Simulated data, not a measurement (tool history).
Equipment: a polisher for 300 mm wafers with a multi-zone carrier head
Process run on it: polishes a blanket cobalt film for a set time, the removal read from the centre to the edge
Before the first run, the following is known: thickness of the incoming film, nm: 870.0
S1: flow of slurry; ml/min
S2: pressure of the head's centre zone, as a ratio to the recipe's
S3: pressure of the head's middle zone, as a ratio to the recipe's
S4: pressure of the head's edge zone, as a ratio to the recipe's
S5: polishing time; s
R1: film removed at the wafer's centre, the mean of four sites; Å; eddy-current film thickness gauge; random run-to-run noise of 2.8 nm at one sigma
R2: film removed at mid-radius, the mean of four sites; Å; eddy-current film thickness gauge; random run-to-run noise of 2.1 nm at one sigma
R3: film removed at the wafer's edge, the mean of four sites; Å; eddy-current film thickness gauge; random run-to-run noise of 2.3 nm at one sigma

run,hour,S1,S2,S3,S4,S5,R1,R2,R3
1,0,175,1,1,1,71,2587.1,2235.8,2237.5
2,7.3,140,1,1,1,71,2481.8,2160,2154.5
3,14.5,140,1,1,1,81,2832,2460.9,2506.1
4,15.6,140,1,1,1,64,2230.9,1928.6,1993.7
# hour 19.7: centre zone pressure recalibrated
5,19.7,140,1,0.95,1,64,2002.7,1910,1991.3
6,27.1,150,0.98,0.95,1,67,2104.3,1977.6,2078.2
7,36,150,0.98,0.95,1,67,2085,2019,2066.2
8,37.5,155,0.97,0.96,1.02,69,2167.2,2085.2,2203.4

What does the tool deliver on the next run?
9,41.5,165,0.95,0.97,1.02,70,?,?,?

R1: 2134.9 Å
R2: 2121.4 Å
R3: 2207.7 Å

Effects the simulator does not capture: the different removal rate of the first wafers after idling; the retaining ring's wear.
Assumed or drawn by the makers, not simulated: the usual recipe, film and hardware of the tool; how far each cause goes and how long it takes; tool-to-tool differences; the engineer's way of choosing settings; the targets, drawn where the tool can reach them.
